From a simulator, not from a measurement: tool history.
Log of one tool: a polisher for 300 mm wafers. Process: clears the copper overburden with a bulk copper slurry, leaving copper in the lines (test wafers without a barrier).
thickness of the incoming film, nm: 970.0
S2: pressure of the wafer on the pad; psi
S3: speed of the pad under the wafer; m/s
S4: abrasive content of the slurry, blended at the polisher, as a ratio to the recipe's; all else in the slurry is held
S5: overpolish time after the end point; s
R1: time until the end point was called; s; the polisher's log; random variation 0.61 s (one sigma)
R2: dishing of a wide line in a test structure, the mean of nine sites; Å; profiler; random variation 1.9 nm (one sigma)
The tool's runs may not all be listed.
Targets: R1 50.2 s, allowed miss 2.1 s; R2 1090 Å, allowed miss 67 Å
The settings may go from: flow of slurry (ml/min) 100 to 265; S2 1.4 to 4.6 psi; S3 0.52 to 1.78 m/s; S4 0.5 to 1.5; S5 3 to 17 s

{"run": 1, "hour": 0.0, "flow of slurry (ml/min)": 170, "S2": 3, "S3": 1.14, "S4": 1, "S5": 9, "R1": 76.063, "R2": 665.35}
{"run": 2, "hour": 7.6, "flow of slurry (ml/min)": 170, "S2": 3, "S3": 1.14, "S4": 1, "S5": 8, "R1": 75.181, "R2": 596.35}
{"run": 3, "hour": 14.0, "flow of slurry (ml/min)": 170, "S2": 3, "S3": 1.14, "S4": 1.15, "S5": 8, "R1": 72.02, "R2": 641.6}
{"run": 4, "hour": 18.2, "flow of slurry (ml/min)": 145, "S2": 3, "S3": 1.14, "S4": 1.15, "S5": 8, "R1": 74.284, "R2": 598.94}
{"run": 5, "hour": 23.1, "flow of slurry (ml/min)": 145, "S2": 3, "S3": 1.14, "S4": 1.15, "S5": 10, "R1": 74.367, "R2": 706.12}
{"run": 6, "hour": 30.1, "flow of slurry (ml/min)": 150, "S2": 3.1, "S3": 1.14, "S4": 1.15, "S5": 10, "R1": 72.421, "R2": 706.5}
{"run": 7, "hour": 31.8, "flow of slurry (ml/min)": 150, "S2": 3.1, "S3": 1.14, "S4": 1.15, "S5": 10, "R1": 71.777, "R2": 717.18}
{"run": 8, "hour": 38.4, "flow of slurry (ml/min)": 155, "S2": 3.2, "S3": 1.14, "S4": 1.15, "S5": 10, "R1": 68.971, "R2": 753.05}
{"run": 9, "hour": 47.0, "flow of slurry (ml/min)": 160, "S2": 3.3, "S3": 1.14, "S4": 1.15, "S5": 10, "R1": 66.961, "R2": 773.8}
{"run": 10, "hour": 51.1, "flow of slurry (ml/min)": 160, "S2": 3.3, "S3": 1.14, "S4": 1.15, "S5": 10, "R1": 67.23, "R2": 787.82}
{"run": 11, "hour": 51.7, "flow of slurry (ml/min)": 165, "S2": 3.4, "S3": 1.14, "S4": 1.15, "S5": 10, "R1": 64.79, "R2": 786}
{"run": 12, "hour": 57.2, "flow of slurry (ml/min)": 170, "S2": 3.5, "S3": 1.14, "S4": 1.15, "S5": 10, "R1": 63.768, "R2": 786.11}

Which of these 5 next moves meets every target?
{"run": "A", "hour": 62.7, "flow of slurry (ml/min)": 170, "S2": 3.4, "S3": 1.32, "S4": 1.2, "S5": 16, "R1": "?", "R2": "?"}
{"run": "B", "hour": 62.7, "flow of slurry (ml/min)": 185, "S2": 3.7, "S3": 1.16, "S4": 1.2, "S5": 7, "R1": "?", "R2": "?"}
{"run": "C", "hour": 62.7, "flow of slurry (ml/min)": 170, "S2": 3.4, "S3": 0.76, "S4": 1.1, "S5": 7, "R1": "?", "R2": "?"}
{"run": "D", "hour": 62.7, "flow of slurry (ml/min)": 145, "S2": 3.8, "S3": 1.18, "S4": 1.2, "S5": 16, "R1": "?", "R2": "?"}
{"run": "E", "hour": 62.7, "flow of slurry (ml/min)": 225, "S2": 3.7, "S3": 1.32, "S4": 1.15, "S5": 14, "R1": "?", "R2": "?"}

move=A R1=57.015 R2=1024.4
move=B R1=58.869 R2=656.62
move=C R1=99.403 R2=442.86
move=D R1=58.38 R2=1035.5
move=E R1=51.284 R2=1029.2
A: nearer than the last run, and not there yet
B: as far off as the last run
C: further off than the last run
D: nearer than the last run, and not there yet
E: meets every target
The right move is E.

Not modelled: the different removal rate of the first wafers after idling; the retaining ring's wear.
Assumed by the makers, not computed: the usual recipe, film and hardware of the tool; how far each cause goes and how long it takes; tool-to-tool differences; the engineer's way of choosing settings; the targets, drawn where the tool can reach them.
